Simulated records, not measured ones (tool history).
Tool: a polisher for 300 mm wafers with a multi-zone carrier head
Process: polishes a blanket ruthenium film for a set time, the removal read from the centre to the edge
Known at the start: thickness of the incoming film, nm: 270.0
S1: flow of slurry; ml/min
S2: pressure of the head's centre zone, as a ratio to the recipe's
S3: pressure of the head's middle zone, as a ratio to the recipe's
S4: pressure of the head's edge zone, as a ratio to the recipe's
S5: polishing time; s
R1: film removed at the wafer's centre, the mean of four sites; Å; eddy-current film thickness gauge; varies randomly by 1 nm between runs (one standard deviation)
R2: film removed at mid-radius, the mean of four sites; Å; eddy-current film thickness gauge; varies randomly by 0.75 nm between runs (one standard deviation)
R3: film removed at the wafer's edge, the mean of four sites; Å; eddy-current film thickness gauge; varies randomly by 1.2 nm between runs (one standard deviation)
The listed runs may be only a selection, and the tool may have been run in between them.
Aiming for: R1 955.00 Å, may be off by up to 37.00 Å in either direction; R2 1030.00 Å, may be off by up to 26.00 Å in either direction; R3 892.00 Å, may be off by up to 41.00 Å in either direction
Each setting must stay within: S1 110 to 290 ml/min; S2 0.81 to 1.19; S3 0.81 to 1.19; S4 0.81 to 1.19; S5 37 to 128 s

| run | hour | S1 | S2 | S3 | S4 | S5 | R1 | R2 | R3 |
|---|---|---|---|---|---|---|---|---|---|
| 1 | 0.0 | 185 | 1.00 | 1.00 | 1.00 | 82 | 807.30 | 806.17 | 781.31 |
| 2 | 1.9 | 185 | 1.03 | 1.00 | 1.00 | 82 | 816.47 | 794.82 | 786.67 |
| 3 | 7.6 | 185 | 1.03 | 1.08 | 1.00 | 82 | 800.19 | 859.49 | 781.66 |
| 4 | 11.0 | 195 | 1.05 | 1.09 | 1.01 | 83 | 830.71 | 876.05 | 811.22 |
| 5 | 13.4 | 195 | 1.05 | 1.01 | 1.01 | 83 | 831.60 | 831.21 | 804.33 |
| 6 | 20.8 | 195 | 1.05 | 1.01 | 1.01 | 72 | 718.99 | 706.94 | 705.32 |
| 7 | 24.1 | 200 | 1.06 | 1.03 | 1.01 | 75 | 761.83 | 757.25 | 741.87 |
| 8 | 32.8 | 250 | 1.14 | 1.13 | 1.08 | 83 | 918.85 | 929.55 | 872.19 |
| 9 | 40.0 | 255 | 1.14 | 1.14 | 1.07 | 83 | 924.79 | 942.85 | 851.20 |
| 10 | 47.1 | 255 | 1.14 | 1.14 | 1.07 | 83 | 918.23 | 928.89 | 857.87 |
| 11 | 53.5 | 255 | 1.14 | 1.15 | 1.07 | 84 | 921.47 | 956.64 | 863.34 |
| 12 | 56.7 | 255 | 1.14 | 1.16 | 1.07 | 84 | 934.69 | 970.86 | 852.41 |
| 13 | 59.2 | 255 | 1.14 | 1.16 | 1.08 | 84 | 927.54 | 952.06 | 854.22 |
| 14 | 64.7 | 260 | 1.13 | 1.16 | 1.08 | 85 | 949.04 | 980.99 | 876.49 |
| 15 | 71.7 | 260 | 1.12 | 1.16 | 1.08 | 85 | 920.58 | 970.49 | 875.51 |

Of the 5 settings listed for the next run, only one would bring every result within its allowed miss of target. Which one?
| A | 78.7 | 285 | 1.12 | 1.19 | 1.05 | 87 | ? | ? | ? |
| B | 78.7 | 290 | 1.10 | 1.18 | 1.11 | 83 | ? | ? | ? |
| C | 78.7 | 255 | 1.13 | 1.13 | 1.08 | 87 | ? | ? | ? |
| D | 78.7 | 290 | 1.14 | 1.04 | 1.19 | 84 | ? | ? | ? |
| E | 78.7 | 260 | 1.06 | 1.06 | 1.16 | 91 | ? | ? | ? |

| move | R1 | R2 | R3 |
|---|---|---|---|
| A | 966.61 | 1028.10 | 883.35 |
| B | 911.69 | 975.83 | 867.81 |
| C | 959.91 | 974.32 | 888.52 |
| D | 946.51 | 892.25 | 912.00 |
| E | 959.81 | 970.53 | 966.28 |
A: in spec on every target
B: moves toward the targets from the last run without getting all of them in spec
C: moves toward the targets from the last run without getting all of them in spec
D: the biggest miss grows against the last run
E: no nearer and no further than the last run
The move that meets every target is A.
